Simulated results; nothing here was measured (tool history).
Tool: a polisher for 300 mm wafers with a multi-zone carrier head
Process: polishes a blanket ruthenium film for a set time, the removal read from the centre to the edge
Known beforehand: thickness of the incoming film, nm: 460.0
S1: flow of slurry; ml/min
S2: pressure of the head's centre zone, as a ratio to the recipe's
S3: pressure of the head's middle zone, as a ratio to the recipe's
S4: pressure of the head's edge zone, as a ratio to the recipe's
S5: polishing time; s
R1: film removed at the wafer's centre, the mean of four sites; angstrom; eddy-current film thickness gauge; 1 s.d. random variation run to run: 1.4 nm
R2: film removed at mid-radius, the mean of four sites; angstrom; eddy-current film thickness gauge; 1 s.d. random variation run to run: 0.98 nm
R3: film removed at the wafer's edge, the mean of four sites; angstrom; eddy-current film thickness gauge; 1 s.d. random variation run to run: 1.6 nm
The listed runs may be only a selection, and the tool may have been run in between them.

run    day   S1    S2    S3    S4  S5       R1       R2       R3
  1  0.000  210  1.00  1.00  1.00  51   978.12   939.55   895.12
  2  0.367  215  1.01  1.02  1.04  54  1019.80  1020.70   961.01
  3  0.458  215  1.01  1.02  1.04  62  1180.30  1174.30  1099.40
  4  0.600  215  1.01  1.05  1.04  62  1182.30  1186.80  1114.80
  5  0.971  225  1.03  1.04  1.07  63  1235.90  1219.90  1134.00
  6  1.125  225  0.96  1.04  1.07  63  1150.30  1235.00  1172.00
  7  1.392  235  0.98  1.02  1.08  64  1173.30  1225.70  1194.20

Forecast run 8:
  8  1.717  240  1.00  1.02  1.09  65   ?   ?   ?

Run 8 produced R1 1241.30 angstrom, R2 1252.40 angstrom, R3 1200.20 angstrom.
